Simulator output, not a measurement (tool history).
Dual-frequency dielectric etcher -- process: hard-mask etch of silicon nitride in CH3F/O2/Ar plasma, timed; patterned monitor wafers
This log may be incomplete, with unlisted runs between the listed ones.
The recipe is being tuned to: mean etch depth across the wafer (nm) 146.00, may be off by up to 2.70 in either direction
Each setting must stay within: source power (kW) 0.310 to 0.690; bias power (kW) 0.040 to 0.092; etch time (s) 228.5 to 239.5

| run | hour | source power (kW) | bias power (kW) | etch time (s) | mean etch depth across the wafer (nm) |
|---|---|---|---|---|---|
| 1 | 0.0 | 0.500 | 0.066 | 228.5 | 175.34 |
| 2 | 4.4 | 0.460 | 0.064 | 228.5 | 168.18 |
| 3 | 5.3 | 0.460 | 0.064 | 239.5 | 175.91 |
| 4 | 9.0 | 0.460 | 0.064 | 228.5 | 168.97 |
| 5 | 15.3 | 0.460 | 0.073 | 228.5 | 174.45 |
| 6 | 16.3 | 0.460 | 0.064 | 228.5 | 167.67 |
| 7 | 22.3 | 0.430 | 0.063 | 228.5 | 162.64 |
| 8 | 24.5 | 0.410 | 0.062 | 228.5 | 159.25 |
| 9 | 31.0 | 0.390 | 0.061 | 228.5 | 154.33 |
| 10 | 36.4 | 0.380 | 0.061 | 228.5 | 153.01 |
| 11 | 40.0 | 0.370 | 0.061 | 228.5 | 150.90 |
| 12 | 43.6 | 0.360 | 0.061 | 228.5 | 147.87 |

4 candidate next runs follow, results not yet known. Just one meets every target within its allowed miss. Identify it.
| A | 47.2 | 0.370 | 0.054 | 230.5 | ? |
| B | 47.2 | 0.350 | 0.069 | 229.0 | ? |
| C | 47.2 | 0.370 | 0.064 | 228.5 | ? |
| D | 47.2 | 0.350 | 0.068 | 228.5 | ? |

| move | mean etch depth across the wafer (nm) |
|---|---|
| A | 147.09 |
| B | 154.43 |
| C | 153.88 |
| D | 153.35 |
A: meets every target
B: lands further from the targets than the last run did
C: lands further from the targets than the last run did
D: lands further from the targets than the last run did
Correct choice: A, which meets every target
